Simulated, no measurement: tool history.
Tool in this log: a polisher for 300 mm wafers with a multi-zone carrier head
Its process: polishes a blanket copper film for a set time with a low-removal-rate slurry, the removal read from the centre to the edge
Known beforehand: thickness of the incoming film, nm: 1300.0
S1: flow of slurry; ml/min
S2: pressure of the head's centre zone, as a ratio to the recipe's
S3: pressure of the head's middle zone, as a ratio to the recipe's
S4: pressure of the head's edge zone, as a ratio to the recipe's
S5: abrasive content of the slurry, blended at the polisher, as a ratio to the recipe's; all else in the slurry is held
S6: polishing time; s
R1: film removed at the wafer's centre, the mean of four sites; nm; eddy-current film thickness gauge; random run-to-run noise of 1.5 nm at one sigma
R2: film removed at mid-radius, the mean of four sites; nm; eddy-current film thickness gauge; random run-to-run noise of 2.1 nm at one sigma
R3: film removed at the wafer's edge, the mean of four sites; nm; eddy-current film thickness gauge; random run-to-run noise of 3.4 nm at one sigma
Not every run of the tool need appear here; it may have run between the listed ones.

run  hour   S1    S2    S3    S4    S5  S6      R1      R2      R3
  1   0.0  220  1.00  1.00  1.00  1.00  54  188.42  189.29  189.15
  2   2.8  220  1.08  1.00  1.00  1.00  54  207.43  189.42  190.50
  3   6.3  220  1.12  1.00  1.00  1.00  54  210.34  188.48  189.38
  4   8.6  220  1.12  1.00  1.00  1.15  54  221.78  201.71  208.61
  5  16.0  225  1.12  1.01  1.01  1.15  54  222.30  201.54  205.10
  6  22.6  225  1.12  1.01  0.98  1.15  54  218.87  203.45  199.94
  7  26.2  225  1.11  1.02  0.99  1.15  54  219.84  199.09  202.91
  8  33.1  225  1.10  1.03  0.98  1.20  54  219.61  209.06  196.28

Run 9 is up next; what results do you expect?
  9  41.8  225  1.09  1.03  1.00  1.20  54   ?   ?   ?

{"run 9": {"R1": 216.08, "R2": 207.47, "R3": 204.13}}
